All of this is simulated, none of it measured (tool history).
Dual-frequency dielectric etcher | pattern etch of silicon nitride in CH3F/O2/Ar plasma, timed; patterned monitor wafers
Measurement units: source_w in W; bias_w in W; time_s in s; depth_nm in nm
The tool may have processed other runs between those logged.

run 1 day=0.000 | source_w=490 bias_w=91 time_s=95.0 | depth_nm=79.040
run 2 day=0.062 | source_w=460 bias_w=89 time_s=95.0 | depth_nm=77.330
run 3 day=0.250 | source_w=460 bias_w=81 time_s=95.0 | depth_nm=75.254
run 4 day=0.483 | source_w=440 bias_w=79 time_s=95.0 | depth_nm=72.902
run 5 day=0.667 | source_w=440 bias_w=79 time_s=99.5 | depth_nm=76.340
run 6 day=0.983 | source_w=390 bias_w=79 time_s=99.5 | depth_nm=74.688

For run 7, what comes out?
run 7 day=1.279 | source_w=380 bias_w=78 time_s=99.5 | depth_nm=?

{"run 7": {"depth_nm": 74.332}}
